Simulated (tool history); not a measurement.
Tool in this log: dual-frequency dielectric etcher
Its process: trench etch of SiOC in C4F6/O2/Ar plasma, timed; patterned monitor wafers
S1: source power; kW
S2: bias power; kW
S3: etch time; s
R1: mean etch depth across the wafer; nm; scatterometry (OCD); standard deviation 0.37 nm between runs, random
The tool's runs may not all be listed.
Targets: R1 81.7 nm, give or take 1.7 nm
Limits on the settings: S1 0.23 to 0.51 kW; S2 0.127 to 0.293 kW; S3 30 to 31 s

Run 1, hour 0: S1 0.37 kW, S2 0.21 kW, S3 30 s. Result: R1 67.966 nm.
Run 2, hour 3.5: S1 0.4 kW, S2 0.21 kW, S3 30 s. Result: R1 70.715 nm.
Run 3, hour 4.5: S1 0.4 kW, S2 0.21 kW, S3 30 s. Result: R1 70.583 nm.
Run 4, hour 11.1: S1 0.4 kW, S2 0.21 kW, S3 30 s. Result: R1 70.511 nm.
Run 5, hour 17.2: S1 0.42 kW, S2 0.214 kW, S3 30 s. Result: R1 72.38 nm.
Run 6, hour 20: S1 0.44 kW, S2 0.219 kW, S3 30 s. Result: R1 74.561 nm.
Run 7, hour 25.4: S1 0.45 kW, S2 0.222 kW, S3 30 s. Result: R1 75.533 nm.
Run 8, hour 31.8: S1 0.46 kW, S2 0.225 kW, S3 30 s. Result: R1 77.055 nm.
Run 9, hour 40.4: S1 0.47 kW, S2 0.227 kW, S3 30 s. Result: R1 78.327 nm.
Run 10, hour 43.8: S1 0.48 kW, S2 0.228 kW, S3 30 s. Result: R1 78.397 nm.

Which single option among these 5 for the next run brings every result within its allowed miss of target? Just one does.
Run A, hour 47.2: S1 0.51 kW, S2 0.236 kW, S3 30 s. Result: R1 ?.
Run B, hour 47.2: S1 0.51 kW, S2 0.247 kW, S3 31 s. Result: R1 ?.
Run C, hour 47.2: S1 0.47 kW, S2 0.203 kW, S3 30 s. Result: R1 ?.
Run D, hour 47.2: S1 0.45 kW, S2 0.22 kW, S3 31 s. Result: R1 ?.
Run E, hour 47.2: S1 0.48 kW, S2 0.264 kW, S3 30.5 s. Result: R1 ?.

move      R1
   A  81.434
   B  85.865
   C  73.574
   D  77.422
   E  84.867
A: in spec on every target
B: the result that was furthest off in the last run now lies on the other side of its target
C: moves away from the targets compared with the last run
D: moves away from the targets compared with the last run
E: the result that was furthest off in the last run now lies on the other side of its target
Answer: A

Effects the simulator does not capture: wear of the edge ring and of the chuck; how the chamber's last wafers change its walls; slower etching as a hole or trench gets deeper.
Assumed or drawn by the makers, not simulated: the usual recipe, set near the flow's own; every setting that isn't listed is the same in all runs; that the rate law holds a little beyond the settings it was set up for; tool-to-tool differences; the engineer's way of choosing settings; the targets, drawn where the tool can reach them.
